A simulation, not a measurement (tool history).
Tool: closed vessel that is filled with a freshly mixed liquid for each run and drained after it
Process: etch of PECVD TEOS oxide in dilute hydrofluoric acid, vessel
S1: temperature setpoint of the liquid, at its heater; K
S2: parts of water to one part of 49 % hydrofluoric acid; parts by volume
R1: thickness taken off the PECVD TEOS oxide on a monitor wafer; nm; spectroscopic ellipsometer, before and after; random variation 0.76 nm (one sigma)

Run 1, hour 0: S1 294.15 K, S2 110 parts by volume, time in the liquid (s) 295. Result: R1 58.316 nm.
Run 2, hour 8: S1 295.65 K, S2 100 parts by volume, time in the liquid (s) 295. Result: R1 68.446 nm.
Run 3, hour 12.5: S1 298.65 K, S2 100 parts by volume, time in the liquid (s) 295. Result: R1 78.088 nm.
Run 4, hour 19.3: S1 300.15 K, S2 100 parts by volume, time in the liquid (s) 295. Result: R1 81.875 nm.
Run 5, hour 21.2: S1 300.65 K, S2 90 parts by volume, time in the liquid (s) 295. Result: R1 92.887 nm.
Run 6, hour 24.4: S1 302.15 K, S2 90 parts by volume, time in the liquid (s) 295. Result: R1 99.92 nm.

Run 7 comes next. What will it give?
Run 7, hour 28.6: S1 302.15 K, S2 85 parts by volume, time in the liquid (s) 295. Result: R1 ?.

{"run 7": {"R1": 105.65}}

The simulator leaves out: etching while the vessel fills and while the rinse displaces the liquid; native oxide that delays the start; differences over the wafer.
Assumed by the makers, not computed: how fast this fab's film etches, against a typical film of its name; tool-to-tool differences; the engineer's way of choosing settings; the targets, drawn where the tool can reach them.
